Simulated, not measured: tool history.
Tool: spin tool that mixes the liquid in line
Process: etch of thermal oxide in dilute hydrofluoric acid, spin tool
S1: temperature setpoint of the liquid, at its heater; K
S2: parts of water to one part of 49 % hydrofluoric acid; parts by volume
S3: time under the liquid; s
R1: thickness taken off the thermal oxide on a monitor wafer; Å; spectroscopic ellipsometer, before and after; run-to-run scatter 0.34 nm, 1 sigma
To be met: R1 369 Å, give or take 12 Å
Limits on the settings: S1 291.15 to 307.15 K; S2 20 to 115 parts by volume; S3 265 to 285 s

| run | day | S1 | S2 | S3 | R1 |
|---|---|---|---|---|---|
| 1 | 0 | 299.15 | 65 | 265 | 199.48 |
| 2 | 0.358 | 299.15 | 55 | 265 | 242.45 |
| 3 | 0.425 | 299.15 | 70 | 265 | 184.11 |
| 4 | 0.517 | 299.15 | 70 | 285 | 197.14 |
| 5 | 0.788 | 299.15 | 85 | 285 | 159.75 |
| 6 | 1.133 | 299.15 | 85 | 265 | 150.95 |
| 7 | 1.204 | 301.65 | 70 | 265 | 202.37 |
| 8 | 1.246 | 303.15 | 60 | 265 | 252.61 |
| 9 | 1.354 | 304.15 | 55 | 265 | 292.72 |
| 10 | 1.688 | 305.15 | 55 | 265 | 305.18 |
| 11 | 1.921 | 305.65 | 55 | 265 | 304.08 |

Exercise: of the 4 proposed moves below, exactly one satisfies all targets within the stated allowed misses. Which move is it?
| A | 2.154 | 307.15 | 65 | 270 | ? |
| B | 2.154 | 306.15 | 50 | 280 | ? |
| C | 2.154 | 306.65 | 55 | 285 | ? |
| D | 2.154 | 305.65 | 50 | 270 | ? |

| move | R1 |
|---|---|
| A | 277.39 |
| B | 369.1 |
| C | 345.24 |
| D | 349.16 |
A: its largest miss is bigger than the last run's
B: hits every target within its allowed miss
C: nearer the targets than the last run, but a result is still out of spec
D: nearer the targets than the last run, but a result is still out of spec
Correct choice: B, which meets every target

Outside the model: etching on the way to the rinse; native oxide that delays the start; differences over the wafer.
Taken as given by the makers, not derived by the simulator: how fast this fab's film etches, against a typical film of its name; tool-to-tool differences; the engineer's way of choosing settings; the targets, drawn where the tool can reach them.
